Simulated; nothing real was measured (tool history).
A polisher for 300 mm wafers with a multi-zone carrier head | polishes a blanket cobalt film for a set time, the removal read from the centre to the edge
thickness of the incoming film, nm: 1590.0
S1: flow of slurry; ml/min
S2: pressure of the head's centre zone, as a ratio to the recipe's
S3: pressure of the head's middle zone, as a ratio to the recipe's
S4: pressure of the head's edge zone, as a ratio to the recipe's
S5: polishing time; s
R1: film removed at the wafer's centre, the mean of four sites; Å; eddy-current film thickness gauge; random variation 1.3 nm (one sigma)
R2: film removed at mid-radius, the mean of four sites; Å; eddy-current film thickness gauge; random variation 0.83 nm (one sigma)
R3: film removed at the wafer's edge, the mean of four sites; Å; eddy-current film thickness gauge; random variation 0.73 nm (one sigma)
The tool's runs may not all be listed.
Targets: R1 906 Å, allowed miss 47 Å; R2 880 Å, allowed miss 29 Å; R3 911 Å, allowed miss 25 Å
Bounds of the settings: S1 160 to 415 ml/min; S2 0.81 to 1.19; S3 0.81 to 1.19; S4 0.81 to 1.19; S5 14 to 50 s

{"run": 1, "hour": 0.0, "S1": 265, "S2": 1, "S3": 1, "S4": 1, "S5": 32, "R1": 1383, "R2": 1360.8, "R3": 1387.5}
{"run": 2, "hour": 2.1, "S1": 305, "S2": 1, "S3": 1, "S4": 1, "S5": 32, "R1": 1403.8, "R2": 1404.8, "R3": 1411.8}
{"run": 3, "hour": 3.8, "S1": 350, "S2": 1, "S3": 1, "S4": 1, "S5": 32, "R1": 1414.9, "R2": 1383.9, "R3": 1424.6}
{"run": 4, "hour": 8.7, "S1": 345, "S2": 0.98, "S3": 0.97, "S4": 0.96, "S5": 29, "R1": 1250.9, "R2": 1249.3, "R3": 1255}
{"run": 5, "hour": 14.6, "S1": 345, "S2": 0.92, "S3": 0.97, "S4": 0.96, "S5": 29, "R1": 1150.7, "R2": 1252.6, "R3": 1240.6}
{"run": 6, "hour": 16.1, "S1": 340, "S2": 0.92, "S3": 0.93, "S4": 0.93, "S5": 27, "R1": 1078.7, "R2": 1123.4, "R3": 1158.2}
{"run": 7, "hour": 21.7, "S1": 340, "S2": 0.93, "S3": 0.92, "S4": 0.9, "S5": 25, "R1": 1027, "R2": 1028.9, "R3": 1066}
{"run": 8, "hour": 29.2, "S1": 340, "S2": 0.93, "S3": 0.92, "S4": 0.9, "S5": 25, "R1": 1004.7, "R2": 1023.1, "R3": 1053.9}
{"run": 9, "hour": 34.2, "S1": 340, "S2": 0.93, "S3": 0.92, "S4": 0.9, "S5": 25, "R1": 1005.1, "R2": 1023.9, "R3": 1053.9}
{"run": 10, "hour": 41.9, "S1": 340, "S2": 0.93, "S3": 0.92, "S4": 0.9, "S5": 25, "R1": 1042.6, "R2": 1027.3, "R3": 1056.4}
{"run": 11, "hour": 48.9, "S1": 335, "S2": 0.92, "S3": 0.9, "S4": 0.87, "S5": 24, "R1": 990.12, "R2": 961.71, "R3": 1003.4}
{"run": 12, "hour": 56.3, "S1": 280, "S2": 0.91, "S3": 0.89, "S4": 0.81, "S5": 22, "R1": 862.25, "R2": 871.91, "R3": 864.68}

5 next moves are on the table. One of them brings every result within its allowed miss. Which?
{"run": "A", "hour": 63.7, "S1": 255, "S2": 0.99, "S3": 0.93, "S4": 0.81, "S5": 21, "R1": "?", "R2": "?", "R3": "?"}
{"run": "B", "hour": 63.7, "S1": 245, "S2": 1.01, "S3": 1.04, "S4": 0.81, "S5": 20, "R1": "?", "R2": "?", "R3": "?"}
{"run": "C", "hour": 63.7, "S1": 300, "S2": 0.81, "S3": 0.92, "S4": 0.9, "S5": 22, "R1": "?", "R2": "?", "R3": "?"}
{"run": "D", "hour": 63.7, "S1": 255, "S2": 1, "S3": 1.03, "S4": 0.81, "S5": 21, "R1": "?", "R2": "?", "R3": "?"}
{"run": "E", "hour": 63.7, "S1": 360, "S2": 0.93, "S3": 0.89, "S4": 0.86, "S5": 22, "R1": "?", "R2": "?", "R3": "?"}

move=A R1=898.79 R2=837.94 R3=819.91
move=B R1=869.11 R2=872.22 R3=776.72
move=C R1=785.03 R2=886.98 R3=913.27
move=D R1=908.58 R2=913.07 R3=818.81
move=E R1=919.45 R2=877.23 R3=906.71
A: further off than the last run
B: further off than the last run
C: brings the result that was furthest off to its target, and leaves another outside
D: further off than the last run
E: meets every target
The right move is E.
